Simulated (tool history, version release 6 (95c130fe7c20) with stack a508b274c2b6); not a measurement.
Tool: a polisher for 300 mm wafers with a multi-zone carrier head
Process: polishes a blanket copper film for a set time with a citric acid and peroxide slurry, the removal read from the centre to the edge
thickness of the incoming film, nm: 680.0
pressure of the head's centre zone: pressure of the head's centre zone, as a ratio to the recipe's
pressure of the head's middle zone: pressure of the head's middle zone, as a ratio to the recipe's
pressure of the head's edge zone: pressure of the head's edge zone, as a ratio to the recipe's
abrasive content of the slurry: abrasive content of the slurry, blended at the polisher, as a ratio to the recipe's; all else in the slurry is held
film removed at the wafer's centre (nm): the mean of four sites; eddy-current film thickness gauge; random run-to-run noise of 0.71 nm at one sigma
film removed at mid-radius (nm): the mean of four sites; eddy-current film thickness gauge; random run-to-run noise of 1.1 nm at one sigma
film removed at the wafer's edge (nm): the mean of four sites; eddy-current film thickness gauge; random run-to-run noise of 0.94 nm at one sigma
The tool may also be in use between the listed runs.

run	hour	flow of slurry (ml/min)	pressure of the head's centre zone	pressure of the head's middle zone	pressure of the head's edge zone	abrasive content of the slurry	polishing time (s)	film removed at the wafer's centre (nm)	film removed at mid-radius (nm)	film removed at the wafer's edge (nm)
1	0	310	1	1	1	1	63	128.44	127.34	133.47
2	2.6	310	0.99	1.01	0.98	0.95	62	121.99	128.24	129.42
3	7.6	310	0.99	1.01	0.98	0.75	62	117.56	119.14	119.83
4	8.3	310	0.99	1.01	1.03	0.75	62	117.21	121.08	122.62
5	12.1	310	0.99	1.01	0.99	0.75	62	118.26	123.18	121.01
6	20.7	310	0.93	1.01	0.99	0.75	62	109.45	121.45	121.29
7	28.5	310	0.93	1.01	0.97	0.7	62	108.03	120.48	118.18
8	30.3	310	0.93	1.01	0.95	0.7	62	108.83	119.98	119.58
9	38	310	0.93	1.01	0.95	0.7	62	108.53	117.68	117.47
10	43.4	310	0.93	1.02	0.94	0.7	62	108.33	121.73	118.99
11	46.9	310	0.94	1.02	0.93	0.7	61	107.53	117.96	113.55
12	48.1	305	0.94	1.02	0.92	0.7	61	107.36	118.13	115.29
13	54.5	380	0.98	1.07	0.86	0.5	54	92.993	103.6	94.423

What does the tool deliver on the next run?
14	60.1	380	0.98	1.07	0.87	0.5	54	?	?	?

Run 14 measured film removed at the wafer's centre (nm) 94.312, film removed at mid-radius (nm) 103.95, film removed at the wafer's edge (nm) 93.983.

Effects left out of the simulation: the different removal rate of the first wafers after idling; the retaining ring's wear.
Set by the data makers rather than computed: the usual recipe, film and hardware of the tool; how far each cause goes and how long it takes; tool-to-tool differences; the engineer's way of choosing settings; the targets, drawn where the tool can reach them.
